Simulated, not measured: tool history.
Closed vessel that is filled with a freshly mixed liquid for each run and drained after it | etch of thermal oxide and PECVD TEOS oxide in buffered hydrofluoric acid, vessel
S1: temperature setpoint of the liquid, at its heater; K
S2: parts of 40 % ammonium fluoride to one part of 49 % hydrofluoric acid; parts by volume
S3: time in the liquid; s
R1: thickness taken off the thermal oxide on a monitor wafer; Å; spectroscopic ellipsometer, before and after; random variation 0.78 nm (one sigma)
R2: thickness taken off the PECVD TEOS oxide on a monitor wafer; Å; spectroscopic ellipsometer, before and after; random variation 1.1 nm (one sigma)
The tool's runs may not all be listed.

Run 1, hour 0.0: S1 296.15 K, S2 14.5 parts by volume, S3 60 s. Result: R1 523.55 Å, R2 739.09 Å.
Run 2, hour 5.4: S1 296.15 K, S2 14.5 parts by volume, S3 45 s. Result: R1 397.28 Å, R2 563.47 Å.
Run 3, hour 7.1: S1 298.65 K, S2 14.5 parts by volume, S3 45 s. Result: R1 446.45 Å, R2 642.58 Å.
Run 4, hour 14.5: S1 300.15 K, S2 12.5 parts by volume, S3 45 s. Result: R1 568.46 Å, R2 799.07 Å.
Run 5, hour 18.9: S1 301.15 K, S2 11.5 parts by volume, S3 45 s. Result: R1 648.19 Å, R2 919.45 Å.
Run 6, hour 25.7: S1 301.15 K, S2 14.5 parts by volume, S3 45 s. Result: R1 507.21 Å, R2 734.20 Å.
Run 7, hour 28.9: S1 302.15 K, S2 13.0 parts by volume, S3 45 s. Result: R1 598.80 Å, R2 858.61 Å.
Run 8, hour 32.7: S1 302.65 K, S2 12.0 parts by volume, S3 45 s. Result: R1 670.95 Å, R2 957.70 Å.

Forecast run 9:
Run 9, hour 33.9: S1 303.15 K, S2 11.0 parts by volume, S3 45 s. Result: R1 ?, R2 ?.

R1: 754.59 Å
R2: 1072.70 Å

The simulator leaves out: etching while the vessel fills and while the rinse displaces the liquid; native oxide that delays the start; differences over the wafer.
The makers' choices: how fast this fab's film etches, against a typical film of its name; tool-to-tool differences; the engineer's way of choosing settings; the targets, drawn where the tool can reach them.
